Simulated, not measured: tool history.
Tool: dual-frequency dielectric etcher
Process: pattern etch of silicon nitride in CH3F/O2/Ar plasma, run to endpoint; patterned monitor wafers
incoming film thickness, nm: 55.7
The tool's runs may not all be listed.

run  hour  source power (kW)  bias power (kW)  endpoint time (s)
  1     0               0.46             0.09             67.317
  2   6.2               0.48            0.092             65.719
  3  12.5               0.48            0.077             68.783
  4  14.3               0.51             0.08             65.219
  5    19               0.56             0.08             61.976
  6  27.4               0.48             0.08             67.891
  7  31.8                0.5            0.081             65.454
  8  40.8               0.52            0.082             64.016
  9  49.6               0.53            0.083             63.077
 10  57.8               0.54            0.084             62.105
 11  62.8               0.55            0.085             61.726
 12  64.3               0.56            0.086             60.674
 13  71.5               0.57            0.086             60.691

The next listed run, before its measurement:
 14  78.2               0.58            0.087                  ?

{"run 14": {"endpoint time (s)": 58.886}}

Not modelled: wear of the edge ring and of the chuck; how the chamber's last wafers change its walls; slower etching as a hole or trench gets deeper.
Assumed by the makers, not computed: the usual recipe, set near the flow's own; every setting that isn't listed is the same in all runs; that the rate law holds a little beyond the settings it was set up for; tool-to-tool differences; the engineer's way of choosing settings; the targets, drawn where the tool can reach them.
